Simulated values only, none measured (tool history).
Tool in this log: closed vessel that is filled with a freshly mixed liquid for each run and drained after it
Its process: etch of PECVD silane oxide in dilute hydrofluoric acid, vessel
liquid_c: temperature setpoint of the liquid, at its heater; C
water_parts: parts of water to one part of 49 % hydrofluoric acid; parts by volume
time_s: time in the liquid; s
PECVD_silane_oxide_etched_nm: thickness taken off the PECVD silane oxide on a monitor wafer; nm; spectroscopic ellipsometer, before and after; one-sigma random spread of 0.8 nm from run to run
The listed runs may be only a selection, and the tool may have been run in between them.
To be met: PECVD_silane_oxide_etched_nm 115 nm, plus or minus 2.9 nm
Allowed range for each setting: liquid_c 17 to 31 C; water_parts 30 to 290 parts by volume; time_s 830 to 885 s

Run 1, hour 0: liquid_c 23 C, water_parts 160 parts by volume, time_s 830 s. Result: PECVD_silane_oxide_etched_nm 84.005 nm.
Run 2, hour 5.5: liquid_c 23 C, water_parts 160 parts by volume, time_s 830 s. Result: PECVD_silane_oxide_etched_nm 84.641 nm.
Run 3, hour 7: liquid_c 23 C, water_parts 160 parts by volume, time_s 885 s. Result: PECVD_silane_oxide_etched_nm 89.995 nm.
Run 4, hour 9.6: liquid_c 24.5 C, water_parts 160 parts by volume, time_s 885 s. Result: PECVD_silane_oxide_etched_nm 96.413 nm.
Run 5, hour 12.9: liquid_c 21.5 C, water_parts 160 parts by volume, time_s 885 s. Result: PECVD_silane_oxide_etched_nm 83.89 nm.
Run 6, hour 18.2: liquid_c 21.5 C, water_parts 210 parts by volume, time_s 885 s. Result: PECVD_silane_oxide_etched_nm 60.57 nm.
Run 7, hour 21: liquid_c 24 C, water_parts 200 parts by volume, time_s 885 s. Result: PECVD_silane_oxide_etched_nm 70.422 nm.
Run 8, hour 23.5: liquid_c 26 C, water_parts 190 parts by volume, time_s 885 s. Result: PECVD_silane_oxide_etched_nm 81.389 nm.
Run 9, hour 32.4: liquid_c 27 C, water_parts 185 parts by volume, time_s 885 s. Result: PECVD_silane_oxide_etched_nm 88.182 nm.

4 next moves are on the table. One of them brings every result within its allowed miss. Which?
Run A, hour 41.3: liquid_c 28 C, water_parts 160 parts by volume, time_s 885 s. Result: PECVD_silane_oxide_etched_nm ?.
Run B, hour 41.3: liquid_c 27.5 C, water_parts 160 parts by volume, time_s 885 s. Result: PECVD_silane_oxide_etched_nm ?.
Run C, hour 41.3: liquid_c 25.5 C, water_parts 140 parts by volume, time_s 880 s. Result: PECVD_silane_oxide_etched_nm ?.
Run D, hour 41.3: liquid_c 26.5 C, water_parts 160 parts by volume, time_s 850 s. Result: PECVD_silane_oxide_etched_nm ?.

move  PECVD_silane_oxide_etched_nm
   A                         107.6
   B                        105.65
   C                        114.17
   D                        97.806
A: gains on the last run, yet a result remains outside its allowed miss
B: gains on the last run, yet a result remains outside its allowed miss
C: hits every target within its allowed miss
D: gains on the last run, yet a result remains outside its allowed miss
C meets every target.

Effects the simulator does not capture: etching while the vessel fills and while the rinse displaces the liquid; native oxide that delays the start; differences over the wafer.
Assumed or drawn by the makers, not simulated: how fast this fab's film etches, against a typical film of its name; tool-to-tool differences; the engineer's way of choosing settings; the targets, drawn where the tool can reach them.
